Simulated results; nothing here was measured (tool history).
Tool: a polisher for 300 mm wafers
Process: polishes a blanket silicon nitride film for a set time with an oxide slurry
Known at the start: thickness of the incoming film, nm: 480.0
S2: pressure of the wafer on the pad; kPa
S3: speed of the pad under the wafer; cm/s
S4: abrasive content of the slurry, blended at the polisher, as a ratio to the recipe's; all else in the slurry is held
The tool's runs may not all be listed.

run 1 day=0.000 | flow_of_slurry_(ml/min)=180 S2=30.3 S3=94 S4=1.0 polishing_time_(s)=64 | film_removed_(angstrom)=466.71
run 2 day=0.371 | flow_of_slurry_(ml/min)=180 S2=30.3 S3=94 S4=0.9 polishing_time_(s)=64 | film_removed_(angstrom)=435.75
run 3 day=0.642 | flow_of_slurry_(ml/min)=180 S2=30.3 S3=102 S4=0.9 polishing_time_(s)=64 | film_removed_(angstrom)=467.76
run 4 day=0.962 | flow_of_slurry_(ml/min)=180 S2=36.5 S3=102 S4=0.9 polishing_time_(s)=64 | film_removed_(angstrom)=565.92
run 5 day=1.033 | flow_of_slurry_(ml/min)=180 S2=36.5 S3=84 S4=0.9 polishing_time_(s)=64 | film_removed_(angstrom)=468.07
run 6 day=1.242 | flow_of_slurry_(ml/min)=180 S2=31.7 S3=78 S4=0.9 polishing_time_(s)=64 | film_removed_(angstrom)=392.19
run 7 day=1.412 | flow_of_slurry_(ml/min)=180 S2=28.3 S3=72 S4=0.9 polishing_time_(s)=64 | film_removed_(angstrom)=330.42

Run 8 is up next; what results do you expect?
run 8 day=1.767 | flow_of_slurry_(ml/min)=180 S2=25.5 S3=68 S4=0.9 polishing_time_(s)=64 | film_removed_(angstrom)=?

film removed (angstrom): 284.81
